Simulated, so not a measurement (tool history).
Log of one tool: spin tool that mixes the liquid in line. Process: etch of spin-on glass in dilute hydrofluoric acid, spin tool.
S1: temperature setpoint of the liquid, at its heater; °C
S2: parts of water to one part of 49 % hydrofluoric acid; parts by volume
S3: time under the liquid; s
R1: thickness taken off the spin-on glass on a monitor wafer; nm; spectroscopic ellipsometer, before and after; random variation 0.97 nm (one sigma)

run  hour    S1  S2   S3      R1
  1     0    23  80  210  74.937
  2   1.4    21  80  210  68.329
  3  10.4    21  80  225  71.569
  4  11.3  22.5  80  225  77.897
  5  19.1  22.5  55  225  118.14
  6  25.8  24.5  55  225  127.96
  7  32.8    23  55  225  118.98
  8    38    23  55  225  118.77
  9  46.2    23  55  225  121.72

Run 10 comes next. What will it give?
 10  51.4  21.5  55  225   ?

{"run 10": {"R1": 114.38}}
